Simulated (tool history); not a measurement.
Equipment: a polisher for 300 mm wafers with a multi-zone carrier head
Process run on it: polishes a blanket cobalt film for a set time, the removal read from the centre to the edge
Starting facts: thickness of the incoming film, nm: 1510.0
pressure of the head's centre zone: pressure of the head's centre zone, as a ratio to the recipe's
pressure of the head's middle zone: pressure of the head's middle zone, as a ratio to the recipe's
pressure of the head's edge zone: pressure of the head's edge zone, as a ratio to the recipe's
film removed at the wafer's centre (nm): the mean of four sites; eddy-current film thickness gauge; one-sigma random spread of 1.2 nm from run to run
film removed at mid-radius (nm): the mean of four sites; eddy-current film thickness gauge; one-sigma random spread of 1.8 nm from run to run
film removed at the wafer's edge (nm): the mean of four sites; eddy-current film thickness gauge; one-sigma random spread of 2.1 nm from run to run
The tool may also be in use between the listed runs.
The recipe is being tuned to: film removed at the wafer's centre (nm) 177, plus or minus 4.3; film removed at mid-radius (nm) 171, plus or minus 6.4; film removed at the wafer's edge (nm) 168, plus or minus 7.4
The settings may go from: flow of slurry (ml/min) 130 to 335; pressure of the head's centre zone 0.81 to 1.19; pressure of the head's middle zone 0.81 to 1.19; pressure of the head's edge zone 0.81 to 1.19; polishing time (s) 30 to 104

| run | day | flow of slurry (ml/min) | pressure of the head's centre zone | pressure of the head's middle zone | pressure of the head's edge zone | polishing time (s) | film removed at the wafer's centre (nm) | film removed at mid-radius (nm) | film removed at the wafer's edge (nm) |
|---|---|---|---|---|---|---|---|---|---|
| 1 | 0 | 215 | 1 | 1 | 1 | 67 | 240.01 | 248.66 | 245.88 |
| 2 | 0.308 | 245 | 1 | 1 | 1 | 67 | 247.98 | 260.46 | 249.58 |
| 3 | 0.617 | 245 | 1 | 1.04 | 1 | 67 | 249.36 | 266.22 | 253.43 |
| 4 | 0.717 | 245 | 1 | 1.04 | 0.97 | 67 | 247.57 | 264.44 | 246.96 |
| 5 | 0.771 | 240 | 1 | 1.02 | 0.95 | 65 | 238.65 | 257.09 | 234.84 |
| 6 | 1.146 | 240 | 1.06 | 1.02 | 0.95 | 65 | 255.94 | 254.04 | 233.9 |
| 7 | 1.508 | 210 | 0.98 | 0.92 | 0.85 | 47 | 167.28 | 168.59 | 160.6 |
| 8 | 1.875 | 215 | 0.98 | 0.92 | 0.85 | 47 | 165.48 | 167.2 | 161.38 |
| 9 | 2.208 | 220 | 0.98 | 0.92 | 0.85 | 47 | 168.5 | 169.72 | 167.72 |

Next run, 5 choices. One meets every target within its allowed miss, the rest don't. Which?
| A | 2.542 | 240 | 1 | 0.95 | 0.93 | 45 | ? | ? | ? |
| B | 2.542 | 180 | 0.9 | 0.89 | 0.86 | 50 | ? | ? | ? |
| C | 2.542 | 190 | 0.98 | 0.99 | 0.85 | 48 | ? | ? | ? |
| D | 2.542 | 245 | 0.93 | 1.01 | 0.88 | 48 | ? | ? | ? |
| E | 2.542 | 320 | 1.04 | 0.96 | 0.96 | 44 | ? | ? | ? |

| move | film removed at the wafer's centre (nm) | film removed at mid-radius (nm) | film removed at the wafer's edge (nm) |
|---|---|---|---|
| A | 164.29 | 165.75 | 161.37 |
| B | 156.11 | 169.11 | 167.44 |
| C | 165.16 | 175.34 | 160.87 |
| D | 163.42 | 184.51 | 168.05 |
| E | 173.18 | 168.43 | 164.11 |
A: lands further from the targets than the last run did
B: lands further from the targets than the last run did
C: lands further from the targets than the last run did
D: lands further from the targets than the last run did
E: all results land within tolerance of their targets
Go with E: it meets all targets.
